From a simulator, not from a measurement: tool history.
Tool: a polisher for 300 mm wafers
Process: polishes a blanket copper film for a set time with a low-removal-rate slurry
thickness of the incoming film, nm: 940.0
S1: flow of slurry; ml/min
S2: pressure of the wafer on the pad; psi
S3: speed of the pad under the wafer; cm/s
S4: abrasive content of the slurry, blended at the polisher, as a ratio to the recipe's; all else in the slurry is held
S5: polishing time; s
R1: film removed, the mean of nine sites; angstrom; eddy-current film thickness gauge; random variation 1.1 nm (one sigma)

run 1 day=0 | S1=315 S2=1.7 S3=92 S4=1 S5=43 | R1=623.93
run 2 day=0.15 | S1=315 S2=1.7 S3=92 S4=1 S5=43 | R1=616.07
run 3 day=0.4 | S1=315 S2=1.7 S3=92 S4=1.2 S5=43 | R1=634.48
run 4 day=0.658 | S1=315 S2=1.8 S3=92 S4=1.2 S5=43 | R1=655.85
run 5 day=0.933 | S1=315 S2=1.9 S3=92 S4=1.2 S5=43 | R1=686.47
run 6 day=1.012 | S1=315 S2=1.9 S3=102 S4=1.2 S5=43 | R1=750.14
run 7 day=1.092 | S1=315 S2=2 S3=102 S4=1.2 S5=43 | R1=778.03
run 8 day=1.329 | S1=315 S2=2.1 S3=102 S4=1.2 S5=43 | R1=814.52
run 9 day=1.592 | S1=315 S2=2.2 S3=102 S4=1.2 S5=43 | R1=841.8

Forecast run 10:
run 10 day=1.871 | S1=315 S2=2.3 S3=102 S4=1.2 S5=43 | R1=?

Run 10 gave R1 871.58 angstrom.

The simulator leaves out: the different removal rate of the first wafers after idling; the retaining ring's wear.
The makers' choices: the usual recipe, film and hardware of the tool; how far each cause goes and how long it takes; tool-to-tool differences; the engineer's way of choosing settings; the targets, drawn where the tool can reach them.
